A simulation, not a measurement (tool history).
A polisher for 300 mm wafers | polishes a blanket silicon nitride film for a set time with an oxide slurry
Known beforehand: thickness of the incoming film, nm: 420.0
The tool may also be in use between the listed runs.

| run | hour | flow of slurry (ml/min) | pressure of the wafer on the pad (kPa) | speed of the pad under the wafer (m/s) | abrasive content of the slurry | polishing time (s) | film removed (angstrom) |
|---|---|---|---|---|---|---|---|
| 1 | 0 | 255 | 23.4 | 0.96 | 1 | 80 | 413.42 |
| 2 | 3.3 | 255 | 23.4 | 0.84 | 1 | 80 | 376.57 |
| 3 | 12.2 | 255 | 23.4 | 0.84 | 1 | 80 | 376.38 |
| 4 | 17.1 | 255 | 27.6 | 0.84 | 1 | 80 | 432.79 |
| 5 | 21.7 | 205 | 27.6 | 0.84 | 1 | 80 | 415.15 |
| 6 | 22.5 | 205 | 27.6 | 0.68 | 1 | 80 | 361.85 |
| 7 | 28.3 | 215 | 29.6 | 0.74 | 1 | 80 | 406.92 |

Run 8, settings as shown, results not yet in. Your forecast:
| 8 | 30.8 | 225 | 31 | 0.8 | 1 | 80 | ? |

{"run 8": {"film removed (angstrom)": 436.99}}
